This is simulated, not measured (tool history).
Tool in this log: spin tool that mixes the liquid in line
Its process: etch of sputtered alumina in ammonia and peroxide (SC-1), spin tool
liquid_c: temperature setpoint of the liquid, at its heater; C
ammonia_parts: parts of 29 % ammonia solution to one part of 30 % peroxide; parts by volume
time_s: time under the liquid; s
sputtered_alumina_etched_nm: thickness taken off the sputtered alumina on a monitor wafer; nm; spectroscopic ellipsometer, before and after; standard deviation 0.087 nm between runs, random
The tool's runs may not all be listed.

run 1 day=0 | liquid_c=59 ammonia_parts=0.9 time_s=100 | sputtered_alumina_etched_nm=7.8763
run 2 day=0.15 | liquid_c=60.5 ammonia_parts=0.9 time_s=100 | sputtered_alumina_etched_nm=8.548
run 3 day=0.225 | liquid_c=60.5 ammonia_parts=1.15 time_s=100 | sputtered_alumina_etched_nm=8.6626
run 4 day=0.571 | liquid_c=60.5 ammonia_parts=0.85 time_s=100 | sputtered_alumina_etched_nm=8.4082
run 5 day=0.842 | liquid_c=60.5 ammonia_parts=0.85 time_s=100 | sputtered_alumina_etched_nm=8.4009
run 6 day=1.217 | liquid_c=62 ammonia_parts=0.85 time_s=100 | sputtered_alumina_etched_nm=9.0776
run 7 day=1.554 | liquid_c=63 ammonia_parts=0.85 time_s=100 | sputtered_alumina_etched_nm=9.5322
run 8 day=1.746 | liquid_c=64 ammonia_parts=0.85 time_s=100 | sputtered_alumina_etched_nm=10.164
run 9 day=1.933 | liquid_c=64.5 ammonia_parts=0.85 time_s=100 | sputtered_alumina_etched_nm=10.412
run 10 day=2.104 | liquid_c=65 ammonia_parts=0.85 time_s=100 | sputtered_alumina_etched_nm=10.495
run 11 day=2.296 | liquid_c=65.5 ammonia_parts=0.85 time_s=100 | sputtered_alumina_etched_nm=11.043
run 12 day=2.625 | liquid_c=66 ammonia_parts=0.85 time_s=100 | sputtered_alumina_etched_nm=11.067
run 13 day=2.7 | liquid_c=66 ammonia_parts=0.85 time_s=100 | sputtered_alumina_etched_nm=11.286
run 14 day=2.912 | liquid_c=66.5 ammonia_parts=0.85 time_s=100 | sputtered_alumina_etched_nm=11.465
run 15 day=3.067 | liquid_c=67 ammonia_parts=0.85 time_s=100 | sputtered_alumina_etched_nm=11.755

What will run 16 give?
run 16 day=3.433 | liquid_c=67.5 ammonia_parts=0.85 time_s=100 | sputtered_alumina_etched_nm=?

sputtered_alumina_etched_nm: 11.985 nm
